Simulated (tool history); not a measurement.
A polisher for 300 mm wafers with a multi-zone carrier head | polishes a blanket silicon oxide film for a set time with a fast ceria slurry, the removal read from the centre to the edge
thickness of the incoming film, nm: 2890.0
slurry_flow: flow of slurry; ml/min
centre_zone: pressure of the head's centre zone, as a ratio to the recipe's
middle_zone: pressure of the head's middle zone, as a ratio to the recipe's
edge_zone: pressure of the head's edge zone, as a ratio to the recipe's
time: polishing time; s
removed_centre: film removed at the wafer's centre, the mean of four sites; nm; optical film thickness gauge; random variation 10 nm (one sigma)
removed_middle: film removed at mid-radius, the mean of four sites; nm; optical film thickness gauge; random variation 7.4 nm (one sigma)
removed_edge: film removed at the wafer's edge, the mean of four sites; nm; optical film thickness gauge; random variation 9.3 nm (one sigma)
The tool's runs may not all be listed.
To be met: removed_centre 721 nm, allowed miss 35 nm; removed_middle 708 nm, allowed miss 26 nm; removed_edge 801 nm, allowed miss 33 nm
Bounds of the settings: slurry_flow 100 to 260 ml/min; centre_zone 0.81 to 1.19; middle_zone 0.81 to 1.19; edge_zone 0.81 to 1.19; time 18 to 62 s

run	hour	slurry_flow	centre_zone	middle_zone	edge_zone	time	removed_centre	removed_middle	removed_edge
1	0	165	1	1	1	40	909.19	847.08	944.13
2	8	165	1.08	1	1	40	961.19	835.48	946.1
3	15.4	155	1.04	0.99	0.99	39	896.71	825.21	905.51
4	21.7	155	1.04	0.99	0.95	39	911.24	811.04	874.87
5	22.9	150	1.01	0.97	0.96	38	863.85	766.38	856.16
6	30	150	1.01	0.97	0.88	38	842.96	787.93	808.64
# hour 33.9: edge zone pressure recalibrated
7	33.9	145	0.98	0.96	0.89	38	814.54	777.3	797.54
8	38	140	0.96	0.95	0.91	38	813.28	750.1	805.78
9	43.4	135	0.93	0.95	0.92	38	750.4	752.8	807.98
10	50.7	135	0.93	0.95	0.92	38	789.52	763.19	805.03

Which of these 4 next moves meets every target?
A	58	145	1.02	0.81	1.13	37	?	?	?
B	58	140	0.96	0.81	1.19	38	?	?	?
C	58	140	0.84	0.88	1.06	38	?	?	?
D	58	170	0.89	0.93	1.02	35	?	?	?

move	removed_centre	removed_middle	removed_edge
A	851.46	644.9	872.46
B	824.92	658.56	916.55
C	737.83	705.42	863.13
D	738.77	701.43	797.06
A: takes the result that was furthest off past its target
B: takes the result that was furthest off past its target
C: brings the result that was furthest off to its target, and leaves another outside
D: meets every target
The right move is D.

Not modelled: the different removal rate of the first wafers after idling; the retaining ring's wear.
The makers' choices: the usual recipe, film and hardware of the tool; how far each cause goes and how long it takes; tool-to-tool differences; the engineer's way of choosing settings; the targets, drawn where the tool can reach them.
